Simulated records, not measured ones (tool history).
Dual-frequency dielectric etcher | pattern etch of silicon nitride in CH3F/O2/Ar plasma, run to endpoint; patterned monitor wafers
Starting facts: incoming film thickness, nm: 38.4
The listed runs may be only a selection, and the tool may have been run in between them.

{"run": 1, "day": 0.0, "source power (kW)": 0.34, "bias power (kW)": 0.08, "endpoint time (s)": 54.765}
{"run": 2, "day": 0.142, "source power (kW)": 0.38, "bias power (kW)": 0.08, "endpoint time (s)": 51.465}
{"run": 3, "day": 0.504, "source power (kW)": 0.36, "bias power (kW)": 0.079, "endpoint time (s)": 53.626}
{"run": 4, "day": 0.633, "source power (kW)": 0.42, "bias power (kW)": 0.079, "endpoint time (s)": 48.64}
{"run": 5, "day": 0.742, "source power (kW)": 0.42, "bias power (kW)": 0.089, "endpoint time (s)": 46.856}
{"run": 6, "day": 1.117, "source power (kW)": 0.39, "bias power (kW)": 0.087, "endpoint time (s)": 49.446}
{"run": 7, "day": 1.296, "source power (kW)": 0.37, "bias power (kW)": 0.086, "endpoint time (s)": 50.772}

What does the tool deliver on the next run?
{"run": 8, "day": 1.379, "source power (kW)": 0.31, "bias power (kW)": 0.07, "endpoint time (s)": "?"}

endpoint time (s): 60.722

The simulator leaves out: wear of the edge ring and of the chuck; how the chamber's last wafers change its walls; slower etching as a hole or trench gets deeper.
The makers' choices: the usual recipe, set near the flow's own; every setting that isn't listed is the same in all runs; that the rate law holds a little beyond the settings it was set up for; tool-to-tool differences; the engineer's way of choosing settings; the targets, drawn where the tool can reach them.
